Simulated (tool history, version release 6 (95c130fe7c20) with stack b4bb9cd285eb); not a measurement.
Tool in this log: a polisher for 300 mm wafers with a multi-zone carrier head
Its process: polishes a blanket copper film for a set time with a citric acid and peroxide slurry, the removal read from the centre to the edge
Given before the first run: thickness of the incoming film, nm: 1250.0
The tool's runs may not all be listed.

run  hour  flow of slurry (ml/min)  pressure of the head's centre zone  pressure of the head's middle zone  pressure of the head's edge zone  abrasive content of the slurry  polishing time (s)  film removed at the wafer's centre (Å)  film removed at mid-radius (Å)  film removed at the wafer's edge (Å)
  1   0.0                      205                                1.00                                1.00                              1.00                            1.00                  33                                  853.43                          817.02                                827.83
  2   6.3                      210                                0.99                                1.00                              1.03                            1.00                  33                                  830.51                          821.71                                857.23
  3  12.0                      215                                0.99                                1.00                              1.04                            1.00                  33                                  843.68                          798.62                                851.43
  4  16.7                      215                                0.99                                1.00                              1.04                            1.00                  40                                 1032.90                          996.67                               1020.10
  5  20.7                      215                                0.99                                1.04                              1.04                            1.00                  40                                 1026.40                         1017.10                               1031.30
  6  23.8                      215                                0.99                                1.04                              1.04                            0.85                  40                                 1002.80                         1024.40                                995.12
  7  26.8                      210                                0.97                                1.02                              1.05                            0.85                  40                                  967.02                          975.73                               1007.40
  8  28.2                      205                                0.96                                1.01                              1.05                            0.85                  40                                  986.74                          976.39                               1016.90
  9  35.1                      205                                0.94                                1.01                              1.05                            0.80                  40                                  942.18                          951.83                               1006.10
 10  42.4                      205                                0.93                                1.01                              1.05                            0.80                  40                                  925.09                          979.83                               1003.20
 11  46.2                      200                                0.92                                1.00                              1.05                            0.80                  40                                  907.16                          945.38                                995.12

Forecast run 12:
 12  47.9                      195                                0.91                                0.99                              1.05                            0.80                  40                                       ?                               ?                                     ?

{"run 12": {"film removed at the wafer's centre (Å)": 917.46, "film removed at mid-radius (Å)": 942.13, "film removed at the wafer's edge (Å)": 988.8}}

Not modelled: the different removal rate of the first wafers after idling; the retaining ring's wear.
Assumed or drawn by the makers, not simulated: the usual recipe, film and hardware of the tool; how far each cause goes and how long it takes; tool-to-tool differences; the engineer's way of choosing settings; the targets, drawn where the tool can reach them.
